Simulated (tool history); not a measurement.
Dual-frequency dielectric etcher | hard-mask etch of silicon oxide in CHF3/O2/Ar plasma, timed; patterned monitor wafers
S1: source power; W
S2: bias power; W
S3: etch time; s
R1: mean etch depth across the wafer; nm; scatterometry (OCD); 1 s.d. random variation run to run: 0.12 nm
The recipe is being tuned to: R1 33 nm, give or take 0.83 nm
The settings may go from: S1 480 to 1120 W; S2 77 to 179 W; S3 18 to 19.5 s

run	hour	S1	S2	S3	R1
1	0	800	128	19.5	41.557
2	8.2	800	128	18	38.349
3	9.8	740	125	18	37.179
4	17.7	740	112	18	35.566
5	25.7	740	112	19.5	38.45
6	30.1	740	102	19.5	36.83
7	34.8	700	100	19.5	36.066
8	39.7	660	98	19.5	35.228
9	42.2	630	97	19.5	34.716
10	51	610	96	19.5	33.842

Which one of the following 4 next-run settings gets every result inside its allowed miss? There is exactly one.
A	59.8	620	111	19	?
B	59.8	590	110	19.5	?
C	59.8	510	109	19	?
D	59.8	700	90	19.5	?

move	R1
A	35.354
B	35.571
C	32.945
D	34.859
A: misses by more than the last run did
B: misses by more than the last run did
C: in spec on every target
D: misses by more than the last run did
The right move is C.

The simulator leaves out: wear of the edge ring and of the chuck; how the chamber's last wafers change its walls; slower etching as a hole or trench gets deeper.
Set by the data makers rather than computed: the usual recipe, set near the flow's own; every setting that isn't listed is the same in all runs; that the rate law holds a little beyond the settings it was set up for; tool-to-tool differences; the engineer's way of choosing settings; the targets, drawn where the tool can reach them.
